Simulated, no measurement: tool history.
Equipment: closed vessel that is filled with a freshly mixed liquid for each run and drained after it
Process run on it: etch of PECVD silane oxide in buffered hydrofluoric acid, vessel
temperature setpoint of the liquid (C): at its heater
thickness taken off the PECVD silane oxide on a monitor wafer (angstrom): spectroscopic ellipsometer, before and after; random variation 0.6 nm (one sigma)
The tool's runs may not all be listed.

run,day,temperature setpoint of the liquid (C),parts of 40 % ammonium fluoride to one part of 49 % hydrofluoric acid (parts by volume),time in the liquid (s),thickness taken off the PECVD silane oxide on a monitor wafer (angstrom)
1,0,20,23.5,30,310
2,0.204,23,23.5,30,355.39
3,0.371,23.5,22.5,30,387.1
4,0.667,23.5,25,30,356.4
5,0.929,23.5,25,30,353.08
6,1.162,23.5,19,30,430.89
7,1.388,23.5,19,30,433.26

For run 8, what comes out?
8,1.429,24,18.5,30,?

{"run 8": {"thickness taken off the PECVD silane oxide on a monitor wafer (angstrom)": 458.57}}
